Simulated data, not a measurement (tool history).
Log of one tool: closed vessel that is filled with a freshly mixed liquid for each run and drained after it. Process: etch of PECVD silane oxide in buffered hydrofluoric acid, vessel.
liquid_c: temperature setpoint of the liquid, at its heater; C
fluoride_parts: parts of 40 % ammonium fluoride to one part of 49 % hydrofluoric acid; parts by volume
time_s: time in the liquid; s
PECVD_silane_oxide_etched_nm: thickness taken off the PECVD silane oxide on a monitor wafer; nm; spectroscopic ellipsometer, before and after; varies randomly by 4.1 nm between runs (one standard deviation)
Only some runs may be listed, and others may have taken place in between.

run 1 day=0.000 | liquid_c=25.0 fluoride_parts=11.5 time_s=85 | PECVD_silane_oxide_etched_nm=329.53
run 2 day=0.254 | liquid_c=25.0 fluoride_parts=11.5 time_s=95 | PECVD_silane_oxide_etched_nm=368.31
run 3 day=0.312 | liquid_c=26.0 fluoride_parts=10.5 time_s=95 | PECVD_silane_oxide_etched_nm=424.88
run 4 day=0.629 | liquid_c=26.0 fluoride_parts=13.0 time_s=95 | PECVD_silane_oxide_etched_nm=346.28
run 5 day=0.783 | liquid_c=27.0 fluoride_parts=12.0 time_s=95 | PECVD_silane_oxide_etched_nm=393.41
run 6 day=0.829 | liquid_c=27.5 fluoride_parts=11.0 time_s=95 | PECVD_silane_oxide_etched_nm=441.49
run 7 day=1.129 | liquid_c=28.0 fluoride_parts=10.5 time_s=95 | PECVD_silane_oxide_etched_nm=472.53
run 8 day=1.342 | liquid_c=28.5 fluoride_parts=10.0 time_s=95 | PECVD_silane_oxide_etched_nm=504.19
run 9 day=1.388 | liquid_c=29.0 fluoride_parts=9.5 time_s=95 | PECVD_silane_oxide_etched_nm=539.89
run 10 day=1.712 | liquid_c=29.5 fluoride_parts=9.0 time_s=95 | PECVD_silane_oxide_etched_nm=575.28

Run 11 has not been measured yet. What should we expect?
run 11 day=1.862 | liquid_c=30.0 fluoride_parts=8.5 time_s=95 | PECVD_silane_oxide_etched_nm=?

PECVD_silane_oxide_etched_nm: 629.14 nm
